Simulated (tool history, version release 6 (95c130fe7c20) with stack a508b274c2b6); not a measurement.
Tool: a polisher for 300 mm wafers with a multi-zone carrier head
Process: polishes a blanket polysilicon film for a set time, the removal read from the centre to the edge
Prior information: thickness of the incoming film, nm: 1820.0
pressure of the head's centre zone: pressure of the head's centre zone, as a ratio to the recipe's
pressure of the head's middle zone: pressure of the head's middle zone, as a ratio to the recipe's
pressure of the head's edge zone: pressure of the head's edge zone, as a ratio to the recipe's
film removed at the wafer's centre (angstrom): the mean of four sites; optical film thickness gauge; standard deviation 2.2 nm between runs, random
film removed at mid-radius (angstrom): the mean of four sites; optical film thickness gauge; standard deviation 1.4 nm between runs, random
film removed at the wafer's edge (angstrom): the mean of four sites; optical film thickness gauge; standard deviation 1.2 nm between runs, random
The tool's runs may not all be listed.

| run | hour | flow of slurry (ml/min) | pressure of the head's centre zone | pressure of the head's middle zone | pressure of the head's edge zone | polishing time (s) | film removed at the wafer's centre (angstrom) | film removed at mid-radius (angstrom) | film removed at the wafer's edge (angstrom) |
|---|---|---|---|---|---|---|---|---|---|
| 1 | 0 | 190 | 1 | 1 | 1 | 43 | 2175.2 | 2229.4 | 2319.2 |
| 2 | 4.8 | 190 | 1 | 1 | 0.95 | 43 | 2198.6 | 2241.4 | 2271.3 |
| 3 | 6.8 | 190 | 0.95 | 1 | 0.95 | 43 | 2055.3 | 2245.6 | 2265 |
| 4 | 7.7 | 155 | 0.95 | 1 | 0.95 | 43 | 2023.8 | 2168.4 | 2201.4 |
| 5 | 12.3 | 150 | 0.96 | 1.02 | 0.92 | 42 | 1937.3 | 2121.6 | 2097.9 |
| 6 | 17.1 | 150 | 0.96 | 0.98 | 0.92 | 42 | 1965.2 | 2047.6 | 2132.9 |
| 7 | 20.2 | 150 | 0.96 | 0.98 | 0.92 | 42 | 1984.3 | 2071.1 | 2103.4 |
| 8 | 24.9 | 145 | 0.98 | 1.01 | 0.89 | 42 | 1965.9 | 2072.4 | 2082.4 |
| 9 | 26.7 | 145 | 1.02 | 1.05 | 0.87 | 41 | 1950.2 | 2103.1 | 2006.7 |

Predict the results of run 10:
| 10 | 30.5 | 140 | 1.05 | 1.07 | 0.85 | 41 | ? | ? | ? |

film removed at the wafer's centre (angstrom): 2045.6
film removed at mid-radius (angstrom): 2109.9
film removed at the wafer's edge (angstrom): 1981.2
